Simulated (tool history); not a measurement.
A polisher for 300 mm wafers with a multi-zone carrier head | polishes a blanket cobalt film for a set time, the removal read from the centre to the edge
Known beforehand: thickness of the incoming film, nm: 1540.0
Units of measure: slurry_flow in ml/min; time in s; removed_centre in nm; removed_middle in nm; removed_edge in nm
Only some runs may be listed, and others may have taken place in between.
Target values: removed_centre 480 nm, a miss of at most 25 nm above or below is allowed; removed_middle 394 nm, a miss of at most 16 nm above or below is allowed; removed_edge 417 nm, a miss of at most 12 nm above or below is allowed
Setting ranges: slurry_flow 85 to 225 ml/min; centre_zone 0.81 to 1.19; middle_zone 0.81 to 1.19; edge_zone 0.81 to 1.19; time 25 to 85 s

run	hour	slurry_flow	centre_zone	middle_zone	edge_zone	time	removed_centre	removed_middle	removed_edge
1	0	145	1	1	1	55	350.67	361.2	363.85
2	8.3	145	1	1	1	67	432.61	447.77	443.29
3	16.5	170	1	1	1	67	456.58	450.17	456.66
4	20.2	170	1	1	0.96	67	462.61	448.44	444.58
5	26.2	170	1.01	0.98	0.95	67	463.84	448.7	443.62
6	30.1	170	1.03	0.95	0.94	66	463.66	421.29	434.39
7	37.1	170	1.04	0.94	0.93	66	466.15	430.28	429.86
8	38.7	175	1.05	0.92	0.92	66	473.75	415.78	435.61
9	45.5	175	1.06	0.91	0.91	66	470.35	419.23	434.55
10	51.4	175	1.07	0.9	0.9	66	478.76	412.9	431.87

Which of these 4 next moves meets every target?
A	57.3	165	1.06	0.85	0.93	69	?	?	?
B	57.3	105	1.11	0.88	0.82	73	?	?	?
C	57.3	195	1.07	0.95	0.87	65	?	?	?
D	57.3	190	1	0.82	0.96	66	?	?	?

move	removed_centre	removed_middle	removed_edge
A	492.11	403.77	452.63
B	480.73	393.47	418.32
C	483.5	429.15	421.71
D	456.08	384.35	447.55
A: further off than the last run
B: hits every target within its allowed miss
C: brings the last run's worst result on target, with another outside its allowed miss
D: further off than the last run
Move B is the one to make.

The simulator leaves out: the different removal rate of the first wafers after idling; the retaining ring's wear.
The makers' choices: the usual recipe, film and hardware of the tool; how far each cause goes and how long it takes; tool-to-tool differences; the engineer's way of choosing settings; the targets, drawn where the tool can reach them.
